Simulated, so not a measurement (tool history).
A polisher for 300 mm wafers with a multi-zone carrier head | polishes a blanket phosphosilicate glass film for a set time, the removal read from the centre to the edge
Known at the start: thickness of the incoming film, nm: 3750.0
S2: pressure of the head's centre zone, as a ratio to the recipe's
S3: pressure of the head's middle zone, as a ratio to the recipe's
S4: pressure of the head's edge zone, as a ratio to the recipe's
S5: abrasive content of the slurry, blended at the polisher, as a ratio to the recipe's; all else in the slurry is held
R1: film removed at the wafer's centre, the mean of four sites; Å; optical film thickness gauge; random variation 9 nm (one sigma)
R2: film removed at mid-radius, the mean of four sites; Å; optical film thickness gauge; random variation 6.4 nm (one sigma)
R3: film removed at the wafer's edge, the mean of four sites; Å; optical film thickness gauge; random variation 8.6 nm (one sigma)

{"run": 1, "hour": 0.0, "flow of slurry (ml/min)": 185, "S2": 1, "S3": 1, "S4": 1, "S5": 1, "polishing time (s)": 90, "R1": 6007.9, "R2": 5900.8, "R3": 5768.9}
{"run": 2, "hour": 3.9, "flow of slurry (ml/min)": 185, "S2": 1, "S3": 1, "S4": 0.93, "S5": 1, "polishing time (s)": 90, "R1": 6190.8, "R2": 5902, "R3": 5707.1}
{"run": 3, "hour": 9.4, "flow of slurry (ml/min)": 185, "S2": 1.06, "S3": 1, "S4": 0.93, "S5": 1, "polishing time (s)": 90, "R1": 6550.2, "R2": 5912.2, "R3": 5534.3}
{"run": 4, "hour": 12.7, "flow of slurry (ml/min)": 195, "S2": 1.05, "S3": 1.02, "S4": 0.95, "S5": 1.05, "polishing time (s)": 90, "R1": 6731.3, "R2": 6219.4, "R3": 5905.1}
{"run": 5, "hour": 19.1, "flow of slurry (ml/min)": 210, "S2": 1.04, "S3": 1.05, "S4": 0.96, "S5": 1.05, "polishing time (s)": 90, "R1": 6578.8, "R2": 6374.8, "R3": 6033.6}
{"run": 6, "hour": 24.7, "flow of slurry (ml/min)": 210, "S2": 1.04, "S3": 1.05, "S4": 0.96, "S5": 1.05, "polishing time (s)": 72, "R1": 5346.8, "R2": 5141.2, "R3": 4736.3}

Run 7 comes next. What will it give?
{"run": 7, "hour": 30.1, "flow of slurry (ml/min)": 220, "S2": 1.05, "S3": 1.08, "S4": 0.98, "S5": 1.2, "polishing time (s)": 73, "R1": "?", "R2": "?", "R3": "?"}

R1: 5666.8 Å
R2: 5746.4 Å
R3: 5183.3 Å
